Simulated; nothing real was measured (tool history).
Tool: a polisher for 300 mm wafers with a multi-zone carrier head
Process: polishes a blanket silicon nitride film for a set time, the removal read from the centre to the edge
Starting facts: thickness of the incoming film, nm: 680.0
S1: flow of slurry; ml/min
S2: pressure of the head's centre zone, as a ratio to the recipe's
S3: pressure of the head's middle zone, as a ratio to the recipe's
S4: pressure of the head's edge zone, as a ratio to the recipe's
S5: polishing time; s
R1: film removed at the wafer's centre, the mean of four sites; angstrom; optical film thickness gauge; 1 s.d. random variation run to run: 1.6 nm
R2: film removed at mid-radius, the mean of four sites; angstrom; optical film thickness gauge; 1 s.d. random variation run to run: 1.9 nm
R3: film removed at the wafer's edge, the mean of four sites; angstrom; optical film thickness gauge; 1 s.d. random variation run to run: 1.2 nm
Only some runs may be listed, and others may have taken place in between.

| run | day | S1 | S2 | S3 | S4 | S5 | R1 | R2 | R3 |
|---|---|---|---|---|---|---|---|---|---|
| 1 | 0.000 | 190 | 1.00 | 1.00 | 1.00 | 79 | 1649.8 | 1669.9 | 1662.3 |
| 2 | 0.242 | 200 | 1.00 | 1.02 | 1.02 | 79 | 1644.1 | 1710.8 | 1701.0 |
| 3 | 0.417 | 200 | 1.00 | 1.02 | 1.06 | 79 | 1666.8 | 1700.4 | 1738.0 |
| 4 | 0.608 | 210 | 1.00 | 1.04 | 1.06 | 79 | 1661.0 | 1750.8 | 1727.0 |
| 5 | 0.796 | 230 | 1.00 | 1.04 | 1.06 | 79 | 1701.8 | 1763.6 | 1746.5 |
| 6 | 1.033 | 230 | 1.00 | 1.04 | 1.11 | 79 | 1691.9 | 1762.7 | 1813.2 |
| 7 | 1.312 | 235 | 1.00 | 1.06 | 1.11 | 79 | 1688.5 | 1780.6 | 1791.2 |
| 8 | 1.642 | 240 | 1.00 | 1.08 | 1.11 | 80 | 1731.6 | 1842.0 | 1820.3 |
| 9 | 1.850 | 240 | 1.00 | 1.08 | 1.11 | 80 | 1728.2 | 1835.8 | 1816.3 |
| 10 | 2.188 | 245 | 1.00 | 1.10 | 1.11 | 81 | 1769.5 | 1899.6 | 1837.6 |

Forecast run 11:
| 11 | 2.512 | 250 | 1.00 | 1.11 | 1.11 | 81 | ? | ? | ? |

R1: 1753.2 angstrom
R2: 1923.5 angstrom
R3: 1843.9 angstrom

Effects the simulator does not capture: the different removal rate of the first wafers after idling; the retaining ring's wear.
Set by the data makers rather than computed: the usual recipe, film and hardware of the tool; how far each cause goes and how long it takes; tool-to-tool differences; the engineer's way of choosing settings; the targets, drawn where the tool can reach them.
